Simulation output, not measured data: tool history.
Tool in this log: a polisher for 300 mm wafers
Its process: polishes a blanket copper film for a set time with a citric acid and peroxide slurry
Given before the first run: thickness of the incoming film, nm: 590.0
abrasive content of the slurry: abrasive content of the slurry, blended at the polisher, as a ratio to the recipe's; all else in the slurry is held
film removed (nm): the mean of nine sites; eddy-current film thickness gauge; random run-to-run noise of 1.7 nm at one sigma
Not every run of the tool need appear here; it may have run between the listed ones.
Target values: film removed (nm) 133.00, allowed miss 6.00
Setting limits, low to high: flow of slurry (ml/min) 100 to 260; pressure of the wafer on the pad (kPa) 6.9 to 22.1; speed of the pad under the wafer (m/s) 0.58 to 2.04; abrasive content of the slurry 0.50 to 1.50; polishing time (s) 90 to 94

| run | hour | flow of slurry (ml/min) | pressure of the wafer on the pad (kPa) | speed of the pad under the wafer (m/s) | abrasive content of the slurry | polishing time (s) | film removed (nm) |
|---|---|---|---|---|---|---|---|
| 1 | 0.0 | 165 | 14.5 | 1.30 | 1.00 | 90 | 166.78 |
| 2 | 1.7 | 165 | 13.8 | 1.30 | 1.00 | 90 | 164.68 |
| 3 | 7.6 | 165 | 16.5 | 1.30 | 1.00 | 90 | 195.68 |
| 4 | 16.6 | 130 | 16.5 | 1.30 | 1.00 | 90 | 188.52 |
| 5 | 21.5 | 130 | 16.5 | 1.30 | 0.80 | 90 | 173.37 |
| 6 | 28.5 | 130 | 16.5 | 1.30 | 0.80 | 90 | 178.57 |
| 7 | 33.4 | 130 | 15.9 | 1.30 | 0.80 | 90 | 167.88 |
| 8 | 38.0 | 130 | 15.9 | 1.30 | 0.80 | 90 | 170.20 |
| 9 | 46.5 | 130 | 15.2 | 1.30 | 0.80 | 90 | 162.13 |
| 10 | 48.0 | 130 | 15.2 | 1.30 | 0.80 | 90 | 163.98 |
| 11 | 50.5 | 130 | 14.5 | 1.30 | 0.80 | 90 | 154.84 |

5 next moves are on the table. One of them brings every result within its allowed miss. Which?
| A | 53.0 | 135 | 13.1 | 1.34 | 0.85 | 90 | ? |
| B | 53.0 | 155 | 14.5 | 0.90 | 0.65 | 94 | ? |
| C | 53.0 | 190 | 14.5 | 1.30 | 1.00 | 94 | ? |
| D | 53.0 | 100 | 13.8 | 1.38 | 0.70 | 93 | ? |
| E | 53.0 | 120 | 15.2 | 1.08 | 0.80 | 90 | ? |

| move | film removed (nm) |
|---|---|
| A | 148.86 |
| B | 116.87 |
| C | 182.06 |
| D | 148.97 |
| E | 135.25 |
A: closer than the last run, but not yet in spec
B: moves the result that the last run missed by most past its target, out the other side
C: moves away from the targets compared with the last run
D: closer than the last run, but not yet in spec
E: all results in spec
E is the move that brings every result within its allowed miss.
